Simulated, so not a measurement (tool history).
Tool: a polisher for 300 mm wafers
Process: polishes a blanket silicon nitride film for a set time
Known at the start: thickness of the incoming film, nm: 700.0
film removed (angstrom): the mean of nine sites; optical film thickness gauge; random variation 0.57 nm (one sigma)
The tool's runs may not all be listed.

| run | hour | flow of slurry (ml/min) | pressure of the wafer on the pad (psi) | speed of the pad under the wafer (cm/s) | polishing time (s) | film removed (angstrom) |
|---|---|---|---|---|---|---|
| 1 | 0.0 | 170 | 2.3 | 106 | 46 | 497.38 |
| 2 | 1.9 | 175 | 2.4 | 106 | 46 | 525.16 |
| 3 | 7.8 | 175 | 2.4 | 106 | 49 | 553.06 |
| 4 | 14.9 | 175 | 2.4 | 106 | 49 | 539.54 |
| 5 | 23.4 | 175 | 2.4 | 106 | 46 | 522.43 |
| 6 | 26.2 | 180 | 2.5 | 106 | 46 | 535.42 |
| 7 | 27.5 | 180 | 2.6 | 106 | 46 | 556.07 |

The next listed run, before its measurement:
| 8 | 34.0 | 200 | 2.8 | 106 | 46 | ? |

film removed (angstrom): 574.11
